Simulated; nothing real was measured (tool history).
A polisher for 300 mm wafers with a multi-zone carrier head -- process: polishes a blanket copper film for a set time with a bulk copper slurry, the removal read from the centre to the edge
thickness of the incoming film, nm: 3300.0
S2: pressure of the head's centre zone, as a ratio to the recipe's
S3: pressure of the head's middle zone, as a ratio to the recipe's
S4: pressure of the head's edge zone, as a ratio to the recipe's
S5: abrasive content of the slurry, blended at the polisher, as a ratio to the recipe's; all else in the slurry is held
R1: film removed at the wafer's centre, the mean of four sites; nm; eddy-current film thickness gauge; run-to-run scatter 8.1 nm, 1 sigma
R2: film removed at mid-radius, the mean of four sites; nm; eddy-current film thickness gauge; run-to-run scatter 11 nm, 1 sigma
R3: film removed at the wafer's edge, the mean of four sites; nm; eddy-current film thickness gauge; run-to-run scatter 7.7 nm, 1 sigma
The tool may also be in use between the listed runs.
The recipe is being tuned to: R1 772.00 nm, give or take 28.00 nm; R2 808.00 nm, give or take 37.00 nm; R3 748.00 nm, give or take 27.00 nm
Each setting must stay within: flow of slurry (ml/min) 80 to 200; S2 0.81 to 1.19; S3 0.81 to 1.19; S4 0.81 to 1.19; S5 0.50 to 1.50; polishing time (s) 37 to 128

Run 1, hour 0.0: flow of slurry (ml/min) 130, S2 1.00, S3 1.00, S4 1.00, S5 1.00, polishing time (s) 82. Result: R1 547.09 nm, R2 553.32 nm, R3 570.23 nm.
Run 2, hour 5.7: flow of slurry (ml/min) 130, S2 1.00, S3 0.93, S4 1.00, S5 1.00, polishing time (s) 82. Result: R1 546.17 nm, R2 521.83 nm, R3 565.04 nm.
Run 3, hour 8.0: flow of slurry (ml/min) 130, S2 1.08, S3 0.93, S4 1.00, S5 1.00, polishing time (s) 82. Result: R1 591.58 nm, R2 516.80 nm, R3 566.06 nm.
Run 4, hour 13.6: flow of slurry (ml/min) 135, S2 1.08, S3 0.97, S4 1.01, S5 1.10, polishing time (s) 83. Result: R1 598.14 nm, R2 559.37 nm, R3 602.55 nm.
Run 5, hour 22.4: flow of slurry (ml/min) 140, S2 1.10, S3 1.00, S4 1.00, S5 1.15, polishing time (s) 84. Result: R1 640.15 nm, R2 602.29 nm, R3 619.47 nm.
Run 6, hour 24.2: flow of slurry (ml/min) 140, S2 1.10, S3 0.93, S4 1.00, S5 1.15, polishing time (s) 84. Result: R1 641.35 nm, R2 560.18 nm, R3 600.83 nm.
Run 7, hour 29.3: flow of slurry (ml/min) 175, S2 1.15, S3 1.03, S4 1.05, S5 1.40, polishing time (s) 86. Result: R1 732.10 nm, R2 692.53 nm, R3 695.49 nm.
Run 8, hour 33.4: flow of slurry (ml/min) 175, S2 1.15, S3 1.05, S4 1.05, S5 1.40, polishing time (s) 86. Result: R1 747.14 nm, R2 682.23 nm, R3 693.20 nm.
Run 9, hour 35.1: flow of slurry (ml/min) 180, S2 1.14, S3 1.07, S4 1.04, S5 1.40, polishing time (s) 87. Result: R1 745.29 nm, R2 736.70 nm, R3 694.00 nm.
Run 10, hour 40.7: flow of slurry (ml/min) 180, S2 1.14, S3 1.08, S4 1.05, S5 1.40, polishing time (s) 87. Result: R1 743.35 nm, R2 732.48 nm, R3 687.70 nm.
Run 11, hour 46.1: flow of slurry (ml/min) 180, S2 1.14, S3 1.08, S4 1.06, S5 1.40, polishing time (s) 88. Result: R1 754.59 nm, R2 722.34 nm, R3 704.59 nm.
Run 12, hour 53.9: flow of slurry (ml/min) 180, S2 1.13, S3 1.08, S4 1.06, S5 1.40, polishing time (s) 89. Result: R1 758.06 nm, R2 723.75 nm, R3 715.38 nm.
Run 13, hour 57.8: flow of slurry (ml/min) 180, S2 1.12, S3 1.09, S4 1.06, S5 1.40, polishing time (s) 90. Result: R1 764.44 nm, R2 764.33 nm, R3 717.61 nm.
Run 14, hour 63.4: flow of slurry (ml/min) 180, S2 1.11, S3 1.09, S4 1.06, S5 1.40, polishing time (s) 90. Result: R1 759.32 nm, R2 754.04 nm, R3 717.57 nm.
Run 15, hour 68.9: flow of slurry (ml/min) 180, S2 1.10, S3 1.09, S4 1.06, S5 1.40, polishing time (s) 90. Result: R1 748.44 nm, R2 759.77 nm, R3 733.44 nm.

Which of these 5 next moves meets every target?
Run A, hour 74.4: flow of slurry (ml/min) 165, S2 1.19, S3 1.19, S4 0.91, S5 1.35, polishing time (s) 94. Result: R1 ?, R2 ?, R3 ?.
Run B, hour 74.4: flow of slurry (ml/min) 185, S2 1.12, S3 1.15, S4 0.92, S5 1.35, polishing time (s) 91. Result: R1 ?, R2 ?, R3 ?.
Run C, hour 74.4: flow of slurry (ml/min) 190, S2 1.10, S3 1.13, S4 1.07, S5 1.40, polishing time (s) 92. Result: R1 ?, R2 ?, R3 ?.
Run D, hour 74.4: flow of slurry (ml/min) 190, S2 1.10, S3 1.09, S4 1.07, S5 1.35, polishing time (s) 85. Result: R1 ?, R2 ?, R3 ?.
Run E, hour 74.4: flow of slurry (ml/min) 190, S2 1.19, S3 1.07, S4 1.02, S5 1.25, polishing time (s) 91. Result: R1 ?, R2 ?, R3 ?.

move      R1      R2      R3
   A  795.34  836.57  692.46
   B  751.78  800.80  682.48
   C  760.53  807.97  743.00
   D  696.00  717.11  680.51
   E  773.29  740.82  700.38
A: meets the target for the result that was furthest off, but another lies outside its allowed miss
B: meets the target for the result that was furthest off, but another lies outside its allowed miss
C: meets every target
D: moves away from the targets compared with the last run
E: moves away from the targets compared with the last run
The move that meets every target is C.
